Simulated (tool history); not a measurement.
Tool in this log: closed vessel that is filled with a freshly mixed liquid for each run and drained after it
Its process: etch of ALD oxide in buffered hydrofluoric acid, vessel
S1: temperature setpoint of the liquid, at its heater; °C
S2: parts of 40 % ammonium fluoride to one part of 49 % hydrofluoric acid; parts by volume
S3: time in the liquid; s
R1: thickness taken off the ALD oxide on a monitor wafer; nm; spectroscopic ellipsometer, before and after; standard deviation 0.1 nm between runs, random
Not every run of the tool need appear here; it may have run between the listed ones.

| run | hour | S1 | S2 | S3 | R1 |
|---|---|---|---|---|---|
| 1 | 0 | 24 | 12 | 30 | 37.171 |
| 2 | 2 | 27.5 | 12 | 30 | 45.214 |
| 3 | 7.7 | 27.5 | 12 | 30 | 44.943 |
| 4 | 14.2 | 30 | 12 | 30 | 51.219 |
| 5 | 23.1 | 30 | 8.5 | 30 | 69.29 |
| 6 | 26.7 | 30 | 8.5 | 30 | 69.576 |
| 7 | 31 | 26 | 11.5 | 30 | 43.317 |
| 8 | 39.2 | 24 | 11.5 | 30 | 38.9 |

Run 9 has not been measured yet. What should we expect?
| 9 | 47.2 | 22.5 | 11.5 | 30 | ? |

{"run 9": {"R1": 35.892}}
